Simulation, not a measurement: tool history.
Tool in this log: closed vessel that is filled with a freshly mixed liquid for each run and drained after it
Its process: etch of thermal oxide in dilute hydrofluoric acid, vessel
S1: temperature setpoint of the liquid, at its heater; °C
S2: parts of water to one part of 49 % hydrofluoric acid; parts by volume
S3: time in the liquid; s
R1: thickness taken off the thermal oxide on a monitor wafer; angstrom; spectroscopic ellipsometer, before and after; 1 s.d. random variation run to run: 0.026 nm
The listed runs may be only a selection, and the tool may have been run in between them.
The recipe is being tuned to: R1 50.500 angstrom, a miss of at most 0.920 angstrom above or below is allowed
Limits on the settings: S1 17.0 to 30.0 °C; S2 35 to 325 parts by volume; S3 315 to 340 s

run,hour,S1,S2,S3,R1
1,0.0,22.0,180,315,71.770
2,3.7,21.0,185,315,66.960
3,4.8,20.0,190,315,62.893
4,11.8,19.5,195,315,59.218
5,14.8,22.0,195,315,65.680
6,18.6,20.0,195,315,59.695
7,27.9,19.5,195,315,59.062
8,34.7,19.0,195,315,57.924
9,42.6,19.0,195,315,58.385
10,46.9,18.5,195,315,56.522

Below are 4 possible settings for the next run. Only one of them brings all results inside the allowed miss of their targets. Which is it?
A,51.2,21.0,250,325,?
B,51.2,18.0,220,315,?
C,51.2,18.5,215,330,?
D,51.2,17.0,215,335,?

move,R1
A,47.652
B,48.154
C,52.881
D,50.613
A: takes the biggest miss from the last run beyond its target
B: takes the biggest miss from the last run beyond its target
C: moves toward the targets from the last run without getting all of them in spec
D: each result inside its tolerance
D is the move that brings every result within its allowed miss.
